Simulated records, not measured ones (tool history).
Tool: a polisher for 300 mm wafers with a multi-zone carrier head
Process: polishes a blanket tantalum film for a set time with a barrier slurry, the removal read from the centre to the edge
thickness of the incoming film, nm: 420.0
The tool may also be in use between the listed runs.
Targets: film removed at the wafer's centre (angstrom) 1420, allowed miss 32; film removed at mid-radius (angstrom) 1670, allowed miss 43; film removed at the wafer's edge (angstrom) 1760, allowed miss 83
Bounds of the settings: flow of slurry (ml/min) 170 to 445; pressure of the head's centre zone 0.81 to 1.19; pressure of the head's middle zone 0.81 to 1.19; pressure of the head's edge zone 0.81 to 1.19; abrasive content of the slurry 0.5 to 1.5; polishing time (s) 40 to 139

run,hour,flow of slurry (ml/min),pressure of the head's centre zone,pressure of the head's middle zone,pressure of the head's edge zone,abrasive content of the slurry,polishing time (s),film removed at the wafer's centre (angstrom),film removed at mid-radius (angstrom),film removed at the wafer's edge (angstrom)
1,0,285,1,1,1,1,89,1139.9,1186.2,1213.8
2,1.2,285,1,1.05,1,1,89,1123.6,1221.4,1215.4
3,6.6,285,1,1.06,1.03,1.05,90,1173,1285,1255.7
4,12,285,1,1.06,1.03,1.05,98,1272,1385.2,1383.4
5,15.2,285,0.99,1.06,1.05,1.1,99,1299.6,1438.5,1430
6,15.9,285,1.04,1.06,1.05,1.1,99,1340.1,1439.1,1455.5
7,21.3,265,0.95,1.1,1.15,1.35,100,1346.1,1594.1,1605.3
8,22.2,270,0.95,1.1,1.16,1.35,100,1347.2,1608.4,1582
9,27.4,260,0.95,1.09,1.16,1.35,101,1337.6,1581.3,1626
10,31,260,0.95,1.09,1.18,1.45,102,1396.5,1623.8,1696.7

Which of these 4 next moves meets every target?
A,34.6,195,0.84,0.98,1.19,1.5,112,?,?,?
B,34.6,190,0.87,0.96,1.19,1.5,111,?,?,?
C,34.6,210,1.01,1.05,1.19,1.25,107,?,?,?
D,34.6,270,0.92,1.06,1.18,1.45,106,?,?,?

move,film removed at the wafer's centre (angstrom),film removed at mid-radius (angstrom),film removed at the wafer's edge (angstrom)
A,1346.5,1646,1805
B,1371.4,1602.4,1785.7
C,1451.2,1585.6,1649.2
D,1416.6,1688.5,1725.2
A: brings the result that was furthest off to its target, and leaves another outside
B: further off than the last run
C: further off than the last run
D: meets every target
The right move is D.

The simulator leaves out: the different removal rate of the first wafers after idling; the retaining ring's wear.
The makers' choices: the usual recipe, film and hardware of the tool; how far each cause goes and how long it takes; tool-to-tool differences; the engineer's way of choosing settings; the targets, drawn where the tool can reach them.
